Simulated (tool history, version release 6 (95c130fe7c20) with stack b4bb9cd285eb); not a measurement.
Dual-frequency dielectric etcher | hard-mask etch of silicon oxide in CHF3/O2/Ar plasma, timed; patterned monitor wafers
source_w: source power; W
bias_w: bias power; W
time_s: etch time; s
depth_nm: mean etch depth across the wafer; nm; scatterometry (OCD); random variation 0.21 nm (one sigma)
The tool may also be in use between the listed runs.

run    day  source_w  bias_w  time_s  depth_nm
  1  0.000       510     209    20.5    41.769
  2  0.371       490     208    20.5    40.791
  3  0.504       490     208    20.5    41.010
  4  0.696       480     207    20.5    40.544
  5  1.025       470     206    20.5    40.217
  6  1.125       520     206    20.5    42.023
  7  1.462       500     205    20.5    41.369
  8  1.567       490     204    20.5    40.440
  9  1.604       490     204    20.5    40.459

Run 10 comes next. What will it give?
 10  1.771       480     204    20.5         ?

depth_nm: 39.665 nm
